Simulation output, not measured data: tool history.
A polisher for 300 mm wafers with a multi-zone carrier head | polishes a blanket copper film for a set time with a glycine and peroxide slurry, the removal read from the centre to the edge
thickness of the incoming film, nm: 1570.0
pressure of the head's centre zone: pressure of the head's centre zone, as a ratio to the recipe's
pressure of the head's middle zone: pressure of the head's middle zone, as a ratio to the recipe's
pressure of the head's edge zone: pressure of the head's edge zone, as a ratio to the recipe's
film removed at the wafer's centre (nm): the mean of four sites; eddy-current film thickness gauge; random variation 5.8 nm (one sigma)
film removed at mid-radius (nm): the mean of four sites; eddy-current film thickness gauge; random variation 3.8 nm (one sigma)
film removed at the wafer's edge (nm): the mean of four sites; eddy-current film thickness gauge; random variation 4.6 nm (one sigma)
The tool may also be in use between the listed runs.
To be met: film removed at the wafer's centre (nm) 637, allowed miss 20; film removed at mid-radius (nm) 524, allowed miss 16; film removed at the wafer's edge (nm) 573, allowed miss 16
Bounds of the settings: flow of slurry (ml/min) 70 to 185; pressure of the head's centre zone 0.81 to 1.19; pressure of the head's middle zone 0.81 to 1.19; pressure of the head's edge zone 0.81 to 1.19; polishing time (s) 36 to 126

run	hour	flow of slurry (ml/min)	pressure of the head's centre zone	pressure of the head's middle zone	pressure of the head's edge zone	polishing time (s)	film removed at the wafer's centre (nm)	film removed at mid-radius (nm)	film removed at the wafer's edge (nm)
1	0	120	1	1	1	81	389.2	383.76	379.01
2	4.8	120	1.06	1	1	81	405	387.74	382.82
3	11.1	130	1.08	0.99	1.03	85	445.32	414.95	418.89
4	15.2	140	1.1	0.98	1.05	87	468.99	423.94	440.95
5	17.9	140	1.1	0.98	1.01	87	474.43	424.93	431.78
6	23.4	145	1.12	0.98	1.03	89	501.58	433.72	444.89
7	28.5	150	1.13	0.98	1.06	91	520.57	447.02	465.45
8	31.9	155	1.14	0.98	1.08	93	536.88	460.68	483.54
9	32.9	160	1.15	0.98	1.09	95	561.05	471.58	491.64

Which of these 4 next moves meets every target?
A	33.9	130	1.19	1	1.18	109	?	?	?
B	33.9	135	1.01	0.95	1.18	117	?	?	?
C	33.9	140	1.19	0.91	1.16	108	?	?	?
D	33.9	175	1.12	1	1.09	108	?	?	?

move	film removed at the wafer's centre (nm)	film removed at mid-radius (nm)	film removed at the wafer's edge (nm)
A	626.56	536.27	572.05
B	575.69	560.27	618.24
C	632.46	505.29	569.18
D	624.99	564.61	568.37
A: meets every target
B: takes the result that was furthest off past its target
C: brings the result that was furthest off to its target, and leaves another outside
D: brings the result that was furthest off to its target, and leaves another outside
Answer: A

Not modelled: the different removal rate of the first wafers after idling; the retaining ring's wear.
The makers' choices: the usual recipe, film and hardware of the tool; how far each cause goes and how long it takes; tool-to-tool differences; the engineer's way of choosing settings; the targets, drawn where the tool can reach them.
